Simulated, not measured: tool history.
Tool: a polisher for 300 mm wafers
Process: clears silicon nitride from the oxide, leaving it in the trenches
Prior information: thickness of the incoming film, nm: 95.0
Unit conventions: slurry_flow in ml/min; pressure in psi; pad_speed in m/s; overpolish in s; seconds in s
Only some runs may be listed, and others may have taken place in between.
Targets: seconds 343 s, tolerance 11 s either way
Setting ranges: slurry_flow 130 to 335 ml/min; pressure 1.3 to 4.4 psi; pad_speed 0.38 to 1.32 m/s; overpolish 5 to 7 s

| run | hour | slurry_flow | pressure | pad_speed | overpolish | seconds |
|---|---|---|---|---|---|---|
| 1 | 0 | 215 | 2.8 | 0.84 | 7 | 135.56 |
| 2 | 3.1 | 215 | 2.6 | 0.8 | 7 | 150.34 |
| 3 | 4.1 | 215 | 2.6 | 0.7 | 7 | 174.83 |
| 4 | 9.1 | 215 | 2.6 | 0.7 | 5 | 169.05 |
| 5 | 14 | 215 | 2.4 | 0.68 | 5 | 191.82 |
| 6 | 22.8 | 215 | 2.4 | 0.68 | 7 | 189.4 |
| 7 | 29.8 | 215 | 2.2 | 0.66 | 7 | 217.12 |
| 8 | 33.6 | 215 | 2.1 | 0.66 | 7 | 219.82 |
| 9 | 37.8 | 215 | 2 | 0.64 | 7 | 241.79 |
| 10 | 43.5 | 215 | 1.9 | 0.64 | 7 | 255.95 |
| 11 | 48.8 | 215 | 1.8 | 0.64 | 7 | 269.13 |
| 12 | 56.2 | 215 | 1.7 | 0.64 | 7 | 283.92 |
| 13 | 64.2 | 215 | 1.6 | 0.64 | 7 | 294.4 |

Which single option among these 5 for the next run brings every result within its allowed miss of target? Just one does.
| A | 72.2 | 175 | 1.7 | 0.7 | 5 | ? |
| B | 72.2 | 215 | 1.7 | 0.52 | 5 | ? |
| C | 72.2 | 215 | 2 | 0.64 | 6 | ? |
| D | 72.2 | 200 | 1.7 | 0.58 | 7 | ? |
| E | 72.2 | 155 | 2.1 | 0.48 | 7 | ? |

| move | seconds |
|---|---|
| A | 263.62 |
| B | 343.14 |
| C | 240.86 |
| D | 311.41 |
| E | 313.27 |
A: the biggest miss grows against the last run
B: in spec on every target
C: the biggest miss grows against the last run
D: better than the last run, though not everything is in spec
E: better than the last run, though not everything is in spec
The move that meets every target is B.

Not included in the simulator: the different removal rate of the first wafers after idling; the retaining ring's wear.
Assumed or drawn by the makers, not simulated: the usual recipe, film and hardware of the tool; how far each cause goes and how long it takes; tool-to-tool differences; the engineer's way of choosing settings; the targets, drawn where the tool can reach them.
